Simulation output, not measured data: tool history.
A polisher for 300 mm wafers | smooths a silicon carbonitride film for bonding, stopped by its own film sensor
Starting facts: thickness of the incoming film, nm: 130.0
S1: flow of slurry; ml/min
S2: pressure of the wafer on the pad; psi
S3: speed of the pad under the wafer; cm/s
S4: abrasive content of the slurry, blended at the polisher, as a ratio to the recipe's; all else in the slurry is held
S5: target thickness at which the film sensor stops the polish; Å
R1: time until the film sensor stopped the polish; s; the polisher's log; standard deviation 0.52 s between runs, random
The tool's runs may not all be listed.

run 1 hour=0.0 | S1=250 S2=2.7 S3=96 S4=1.0 S5=1180 | R1=34.017
run 2 hour=8.7 | S1=250 S2=2.7 S3=96 S4=1.0 S5=1190 | R1=31.851
run 3 hour=12.5 | S1=250 S2=2.7 S3=82 S4=1.0 S5=1190 | R1=34.550
run 4 hour=18.1 | S1=250 S2=2.7 S3=102 S4=1.0 S5=1190 | R1=30.515
run 5 hour=19.9 | S1=250 S2=2.3 S3=102 S4=1.0 S5=1190 | R1=34.215
run 6 hour=20.4 | S1=205 S2=2.3 S3=102 S4=1.0 S5=1190 | R1=35.249
run 7 hour=27.9 | S1=205 S2=2.0 S3=98 S4=1.0 S5=1190 | R1=39.954
run 8 hour=30.4 | S1=205 S2=1.8 S3=96 S4=1.0 S5=1190 | R1=43.168
run 9 hour=31.0 | S1=205 S2=1.7 S3=94 S4=1.0 S5=1190 | R1=45.643

For run 10, what comes out?
run 10 hour=37.5 | S1=205 S2=1.6 S3=94 S4=1.0 S5=1190 | R1=?

Run 10 yielded R1 47.837 s.
